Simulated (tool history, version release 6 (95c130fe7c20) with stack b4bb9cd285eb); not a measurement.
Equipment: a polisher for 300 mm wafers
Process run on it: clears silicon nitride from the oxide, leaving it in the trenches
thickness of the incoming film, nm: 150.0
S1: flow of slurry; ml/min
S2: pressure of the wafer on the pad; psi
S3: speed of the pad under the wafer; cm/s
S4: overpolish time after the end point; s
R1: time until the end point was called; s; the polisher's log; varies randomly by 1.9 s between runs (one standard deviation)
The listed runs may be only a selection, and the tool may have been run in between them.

run	hour	S1	S2	S3	S4	R1
1	0.0	160	3.1	120	14	135.25
2	4.3	160	3.2	120	14	134.60
3	7.2	160	3.3	122	14	126.19
4	12.0	160	3.7	122	14	112.02
5	20.0	160	3.7	108	14	127.77
6	23.7	160	3.8	108	14	124.36

Run 7 comes next. What will it give?
7	26.2	160	3.9	108	14	?

{"run 7": {"R1": 118.51}}
